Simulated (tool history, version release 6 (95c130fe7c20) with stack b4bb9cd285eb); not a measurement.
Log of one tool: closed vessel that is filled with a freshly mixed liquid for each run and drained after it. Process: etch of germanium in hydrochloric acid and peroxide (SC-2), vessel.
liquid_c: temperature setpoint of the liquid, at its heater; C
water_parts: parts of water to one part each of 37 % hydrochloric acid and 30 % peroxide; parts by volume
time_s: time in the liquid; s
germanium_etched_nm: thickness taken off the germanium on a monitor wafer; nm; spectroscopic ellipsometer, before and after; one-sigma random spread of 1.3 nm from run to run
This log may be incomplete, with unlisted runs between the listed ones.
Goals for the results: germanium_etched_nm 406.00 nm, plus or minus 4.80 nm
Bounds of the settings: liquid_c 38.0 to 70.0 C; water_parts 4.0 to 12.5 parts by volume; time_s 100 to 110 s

run  hour  liquid_c  water_parts  time_s  germanium_etched_nm
  1   0.0      54.0          7.0     100               445.40
  2   9.1      54.0          5.0     100               450.87
  3  12.5      60.5          5.0     100               551.31
  4  13.7      64.0          5.0     100               614.14
  5  16.6      64.0          5.0     110               674.58
  6  20.3      64.0          4.0     110               681.12
  7  29.0      60.0          4.0     110               601.01
  8  38.0      57.0          4.0     110               549.20
  9  39.9      55.0          4.0     110               516.84
 10  46.6      55.0          4.0     110               516.06
 11  49.4      53.5          4.0     110               489.65
 12  56.3      46.5          4.0     110               391.51
 13  63.3      47.0          4.0     110               398.07

Which single option among these 4 for the next run brings every result within its allowed miss of target? Just one does.
  A  70.3      48.0          4.0     105                    ?
  B  70.3      48.5          4.5     105                    ?
  C  70.3      49.0          4.0     105                    ?
  D  70.3      49.5          4.0     100                    ?

move  germanium_etched_nm
   A               392.79
   B               398.76
   C               405.84
   D               392.85
A: moves away from the targets compared with the last run
B: closes in on the targets versus the last run, not all within tolerance yet
C: hits every target within its allowed miss
D: moves away from the targets compared with the last run
So the answer is move C, the one that meets all the targets.
